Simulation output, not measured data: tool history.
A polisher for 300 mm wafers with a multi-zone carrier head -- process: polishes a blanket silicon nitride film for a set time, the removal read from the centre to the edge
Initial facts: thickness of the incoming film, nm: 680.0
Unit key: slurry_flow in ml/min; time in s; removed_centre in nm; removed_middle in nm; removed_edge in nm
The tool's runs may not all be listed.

| run | day | slurry_flow | centre_zone | middle_zone | edge_zone | time | removed_centre | removed_middle | removed_edge |
|---|---|---|---|---|---|---|---|---|---|
| 1 | 0 | 290 | 1 | 1 | 1 | 86 | 189.29 | 188.07 | 186.58 |
| 2 | 0.133 | 290 | 0.95 | 1 | 1 | 86 | 182.72 | 186.6 | 185.16 |
| 3 | 0.45 | 290 | 0.95 | 0.92 | 1 | 86 | 178.9 | 174.33 | 189.67 |
| 4 | 0.479 | 290 | 0.95 | 0.92 | 1.05 | 86 | 178.9 | 174.33 | 190.65 |
| 5 | 0.7 | 290 | 0.95 | 0.92 | 0.98 | 86 | 178.48 | 171.65 | 187.5 |
| 6 | 1.033 | 290 | 0.95 | 0.92 | 1.03 | 86 | 175.47 | 175.53 | 184.82 |
| 7 | 1.208 | 285 | 0.92 | 0.94 | 1.03 | 93 | 188.74 | 191.98 | 204.6 |

Run 8, settings as shown, results not yet in. Your forecast:
| 8 | 1.538 | 285 | 0.9 | 0.96 | 1.04 | 97 | ? | ? | ? |

Run 8 gave removed_centre 189.63 nm, removed_middle 205.51 nm, removed_edge 206.32 nm.

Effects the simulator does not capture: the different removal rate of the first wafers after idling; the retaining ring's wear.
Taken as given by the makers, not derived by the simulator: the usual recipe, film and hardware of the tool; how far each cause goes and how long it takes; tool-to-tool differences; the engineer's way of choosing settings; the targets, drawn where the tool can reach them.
